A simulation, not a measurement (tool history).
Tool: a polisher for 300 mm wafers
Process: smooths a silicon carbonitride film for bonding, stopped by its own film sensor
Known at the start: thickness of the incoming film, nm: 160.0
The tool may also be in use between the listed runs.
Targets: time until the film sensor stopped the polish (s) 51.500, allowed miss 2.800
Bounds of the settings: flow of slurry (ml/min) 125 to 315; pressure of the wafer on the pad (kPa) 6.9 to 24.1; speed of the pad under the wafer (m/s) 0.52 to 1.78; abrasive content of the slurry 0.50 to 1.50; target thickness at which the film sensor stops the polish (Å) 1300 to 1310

run,hour,flow of slurry (ml/min),pressure of the wafer on the pad (kPa),speed of the pad under the wafer (m/s),abrasive content of the slurry,target thickness at which the film sensor stops the polish (Å),time until the film sensor stopped the polish (s)
1,0.0,205,15.2,1.14,1.00,1310,96.493
2,6.5,205,17.2,1.16,1.00,1310,83.169
3,12.6,205,18.6,1.18,1.00,1310,75.965
4,15.7,205,18.6,1.18,0.80,1310,88.655
5,18.7,205,20.0,1.24,0.80,1310,79.091
6,24.2,250,20.0,1.24,0.80,1310,77.002
7,33.2,250,20.7,1.30,0.80,1310,73.800
8,39.6,250,20.7,1.30,0.80,1310,71.606
9,47.4,250,21.4,1.34,0.80,1310,70.595
10,51.3,250,22.1,1.40,0.85,1310,64.631
11,59.1,250,22.8,1.44,0.85,1310,62.522
12,65.8,250,22.8,1.50,0.85,1310,58.588

Which of these 5 next moves meets every target?
A,72.5,225,21.4,1.72,0.80,1310,?
B,72.5,225,23.4,1.44,0.65,1310,?
C,72.5,235,22.1,1.28,0.85,1300,?
D,72.5,295,22.8,1.58,1.05,1300,?
E,72.5,260,23.4,1.74,1.05,1310,?

move,time until the film sensor stopped the polish (s)
A,59.740
B,69.375
C,67.137
D,50.765
E,45.728
A: further off than the last run
B: further off than the last run
C: further off than the last run
D: meets every target
E: takes the result that was furthest off past its target
The right move is D.

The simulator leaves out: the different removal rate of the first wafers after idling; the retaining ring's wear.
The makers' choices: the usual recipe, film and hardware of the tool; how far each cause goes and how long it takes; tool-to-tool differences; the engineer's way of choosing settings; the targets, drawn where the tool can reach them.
